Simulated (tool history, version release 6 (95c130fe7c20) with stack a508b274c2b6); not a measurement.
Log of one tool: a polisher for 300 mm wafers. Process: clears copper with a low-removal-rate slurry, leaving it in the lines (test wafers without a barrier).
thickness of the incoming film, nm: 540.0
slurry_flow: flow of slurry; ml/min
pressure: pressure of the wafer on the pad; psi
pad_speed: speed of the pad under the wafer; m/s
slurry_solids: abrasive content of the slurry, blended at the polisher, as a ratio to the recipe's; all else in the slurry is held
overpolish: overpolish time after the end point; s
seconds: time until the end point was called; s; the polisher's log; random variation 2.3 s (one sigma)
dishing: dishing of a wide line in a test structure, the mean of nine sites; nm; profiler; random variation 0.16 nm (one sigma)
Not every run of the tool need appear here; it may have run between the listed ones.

Run 1, hour 0: slurry_flow 225 ml/min, pressure 3.5 psi, pad_speed 1.16 m/s, slurry_solids 1, overpolish 13 s. Result: seconds 165.87 s, dishing 23.715 nm.
Run 2, hour 7.8: slurry_flow 225 ml/min, pressure 3.5 psi, pad_speed 1.16 m/s, slurry_solids 1.15, overpolish 13 s. Result: seconds 163.29 s, dishing 23.63 nm.
Run 3, hour 11.7: slurry_flow 230 ml/min, pressure 3.3 psi, pad_speed 1.16 m/s, slurry_solids 1.15, overpolish 11 s. Result: seconds 169.04 s, dishing 20.735 nm.
Run 4, hour 19.9: slurry_flow 235 ml/min, pressure 3.1 psi, pad_speed 1.16 m/s, slurry_solids 1.15, overpolish 10 s. Result: seconds 176.16 s, dishing 18.231 nm.
Run 5, hour 24.3: slurry_flow 235 ml/min, pressure 2.9 psi, pad_speed 1.16 m/s, slurry_solids 1.15, overpolish 10 s. Result: seconds 188.86 s, dishing 17.422 nm.
Run 6, hour 28.3: slurry_flow 235 ml/min, pressure 2.9 psi, pad_speed 1.16 m/s, slurry_solids 1.25, overpolish 10 s. Result: seconds 182.65 s, dishing 17.321 nm.
Run 7, hour 35.5: slurry_flow 235 ml/min, pressure 2.8 psi, pad_speed 1.16 m/s, slurry_solids 1.25, overpolish 10 s. Result: seconds 191.94 s, dishing 17.414 nm.

Expected results for the next run?
Run 8, hour 38.6: slurry_flow 235 ml/min, pressure 2.7 psi, pad_speed 1.16 m/s, slurry_solids 1.25, overpolish 9 s. Result: seconds ?, dishing ?.

seconds: 196.62 s
dishing: 15.551 nm
